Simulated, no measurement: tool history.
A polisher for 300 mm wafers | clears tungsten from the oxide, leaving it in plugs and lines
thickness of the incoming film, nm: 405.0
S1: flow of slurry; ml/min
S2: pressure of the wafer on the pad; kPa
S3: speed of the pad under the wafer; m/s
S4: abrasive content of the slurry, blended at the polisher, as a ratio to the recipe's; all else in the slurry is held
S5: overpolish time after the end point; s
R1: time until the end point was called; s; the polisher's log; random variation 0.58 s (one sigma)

run,day,S1,S2,S3,S4,S5,R1
1,0,290,31.7,0.9,1,15,69.866
2,0.25,345,31.7,0.9,1,15,69.609
3,0.575,345,31.7,0.9,0.8,15,74.043
4,0.717,345,31.7,0.9,1,15,69.94
5,0.842,345,31.7,0.9,1,15,68.834
6,1.021,345,34.5,0.9,1,15,64.868
7,1.271,345,37.2,0.9,1,15,59.217
8,1.629,345,38.6,0.9,1,15,58.582
9,1.708,345,40,0.9,1,15,56.183

The next listed run, before its measurement:
10,1.808,345,41.4,0.9,1,15,?

Run 10 gave R1 53.213 s.
